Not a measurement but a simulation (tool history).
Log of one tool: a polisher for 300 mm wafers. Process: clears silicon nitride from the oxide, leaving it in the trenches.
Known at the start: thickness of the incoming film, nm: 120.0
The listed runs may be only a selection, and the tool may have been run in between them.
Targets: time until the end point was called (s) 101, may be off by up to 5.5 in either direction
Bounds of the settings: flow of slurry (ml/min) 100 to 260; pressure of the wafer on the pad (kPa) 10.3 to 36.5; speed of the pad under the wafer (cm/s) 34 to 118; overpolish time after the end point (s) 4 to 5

run	hour	flow of slurry (ml/min)	pressure of the wafer on the pad (kPa)	speed of the pad under the wafer (cm/s)	overpolish time after the end point (s)	time until the end point was called (s)
1	0	165	23.4	76	5	141.27
2	3.5	195	23.4	76	5	139.09
3	6.7	195	23.4	68	5	157.32
4	11.9	195	26.9	68	5	132.97
5	13.4	230	26.9	68	5	134.71
6	18.4	210	26.9	68	5	134.79
7	22.1	210	29	68	5	119.96
8	22.7	210	30.3	68	5	118.14
9	24.5	210	31.7	68	5	111.58
10	31	210	32.4	68	5	112.23

Which one of the following 5 next-run settings gets every result inside its allowed miss? There is exactly one.
A	37.5	215	32.4	64	4	?
B	37.5	250	32.4	64	4	?
C	37.5	235	29	66	4	?
D	37.5	220	25.5	74	4	?
E	37.5	140	33.8	78	4	?

move	time until the end point was called (s)
A	119.65
B	117.78
C	128.41
D	130.98
E	100.17
A: moves away from the targets compared with the last run
B: moves away from the targets compared with the last run
C: moves away from the targets compared with the last run
D: moves away from the targets compared with the last run
E: every result within its allowed miss
Correct choice: E, which meets every target

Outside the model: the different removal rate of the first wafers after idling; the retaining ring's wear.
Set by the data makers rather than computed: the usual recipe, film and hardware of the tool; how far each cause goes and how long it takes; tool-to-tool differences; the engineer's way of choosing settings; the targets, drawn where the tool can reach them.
